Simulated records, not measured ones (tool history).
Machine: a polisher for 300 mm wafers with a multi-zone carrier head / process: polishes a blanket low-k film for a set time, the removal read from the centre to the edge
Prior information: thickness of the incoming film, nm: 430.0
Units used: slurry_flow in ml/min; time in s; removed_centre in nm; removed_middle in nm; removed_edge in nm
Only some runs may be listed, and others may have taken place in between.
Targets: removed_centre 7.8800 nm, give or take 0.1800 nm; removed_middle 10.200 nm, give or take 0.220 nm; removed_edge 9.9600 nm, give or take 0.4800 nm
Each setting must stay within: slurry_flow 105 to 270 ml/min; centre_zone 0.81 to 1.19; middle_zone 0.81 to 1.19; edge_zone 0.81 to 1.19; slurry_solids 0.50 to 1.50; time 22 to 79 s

run 1 hour=0.0 | slurry_flow=175 centre_zone=1.00 middle_zone=1.00 edge_zone=1.00 slurry_solids=1.00 time=50 | removed_centre=11.5730 removed_middle=12.062 removed_edge=12.0010
run 2 hour=8.8 | slurry_flow=190 centre_zone=1.00 middle_zone=1.00 edge_zone=1.00 slurry_solids=1.00 time=50 | removed_centre=11.5570 removed_middle=12.306 removed_edge=11.9570
run 3 hour=17.7 | slurry_flow=190 centre_zone=1.00 middle_zone=1.00 edge_zone=1.00 slurry_solids=1.00 time=60 | removed_centre=14.0380 removed_middle=14.645 removed_edge=14.6140
run 4 hour=18.6 | slurry_flow=185 centre_zone=0.95 middle_zone=1.00 edge_zone=1.00 slurry_solids=0.85 time=58 | removed_centre=12.0540 removed_middle=13.460 removed_edge=13.3440
run 5 hour=20.4 | slurry_flow=185 centre_zone=0.95 middle_zone=0.97 edge_zone=1.00 slurry_solids=0.85 time=58 | removed_centre=12.1410 removed_middle=12.986 removed_edge=13.2040
run 6 hour=27.7 | slurry_flow=175 centre_zone=0.91 middle_zone=0.98 edge_zone=0.99 slurry_solids=0.75 time=56 | removed_centre=10.5510 removed_middle=12.127 removed_edge=12.1750
run 7 hour=32.3 | slurry_flow=175 centre_zone=0.91 middle_zone=0.98 edge_zone=0.99 slurry_solids=0.75 time=56 | removed_centre=10.5520 removed_middle=11.984 removed_edge=11.8140
run 8 hour=35.7 | slurry_flow=160 centre_zone=0.88 middle_zone=0.99 edge_zone=1.00 slurry_solids=0.70 time=55 | removed_centre=9.6165 removed_middle=11.604 removed_edge=11.4780
run 9 hour=39.7 | slurry_flow=160 centre_zone=0.88 middle_zone=0.99 edge_zone=1.00 slurry_solids=0.70 time=55 | removed_centre=9.5625 removed_middle=11.510 removed_edge=11.3570
run 10 hour=46.8 | slurry_flow=145 centre_zone=0.86 middle_zone=0.98 edge_zone=0.99 slurry_solids=0.65 time=55 | removed_centre=8.9831 removed_middle=10.790 removed_edge=10.7080
run 11 hour=48.5 | slurry_flow=135 centre_zone=0.85 middle_zone=0.99 edge_zone=0.99 slurry_solids=0.65 time=55 | removed_centre=8.6370 removed_middle=10.760 removed_edge=10.8190
run 12 hour=52.0 | slurry_flow=130 centre_zone=0.84 middle_zone=0.99 edge_zone=0.96 slurry_solids=0.65 time=55 | removed_centre=8.4672 removed_middle=10.663 removed_edge=10.9620
run 13 hour=56.7 | slurry_flow=130 centre_zone=0.84 middle_zone=0.99 edge_zone=0.96 slurry_solids=0.65 time=55 | removed_centre=8.4752 removed_middle=10.706 removed_edge=10.9780
run 14 hour=63.5 | slurry_flow=130 centre_zone=0.83 middle_zone=0.99 edge_zone=0.98 slurry_solids=0.60 time=55 | removed_centre=8.1604 removed_middle=10.464 removed_edge=10.4140
run 15 hour=66.1 | slurry_flow=125 centre_zone=0.83 middle_zone=0.99 edge_zone=0.99 slurry_solids=0.60 time=55 | removed_centre=8.0609 removed_middle=10.317 removed_edge=10.5080

Pick the move, out of 5, that brings all results within their allowed miss; only one does.
run A hour=68.7 | slurry_flow=105 centre_zone=0.87 middle_zone=0.97 edge_zone=1.06 slurry_solids=0.80 time=52 | removed_centre=? removed_middle=? removed_edge=?
run B hour=68.7 | slurry_flow=130 centre_zone=0.88 middle_zone=0.98 edge_zone=0.84 slurry_solids=0.50 time=59 | removed_centre=? removed_middle=? removed_edge=?
run C hour=68.7 | slurry_flow=180 centre_zone=0.84 middle_zone=0.98 edge_zone=0.94 slurry_solids=0.65 time=50 | removed_centre=? removed_middle=? removed_edge=?
run D hour=68.7 | slurry_flow=155 centre_zone=0.89 middle_zone=1.06 edge_zone=0.98 slurry_solids=0.60 time=52 | removed_centre=? removed_middle=? removed_edge=?
run E hour=68.7 | slurry_flow=125 centre_zone=0.85 middle_zone=1.03 edge_zone=0.97 slurry_solids=0.55 time=54 | removed_centre=? removed_middle=? removed_edge=?

move=A removed_centre=8.4201 removed_middle=10.120 removed_edge=10.9630
move=B removed_centre=8.6665 removed_middle=10.307 removed_edge=9.8530
move=C removed_centre=8.2913 removed_middle=10.252 removed_edge=10.0800
move=D removed_centre=8.6186 removed_middle=10.769 removed_edge=10.1530
move=E removed_centre=7.8503 removed_middle=10.093 removed_edge=9.8412
A: lands further from the targets than the last run did
B: brings the last run's worst result on target, with another outside its allowed miss
C: brings the last run's worst result on target, with another outside its allowed miss
D: brings the last run's worst result on target, with another outside its allowed miss
E: every result lands within tolerance
Correct choice: E, which meets every target
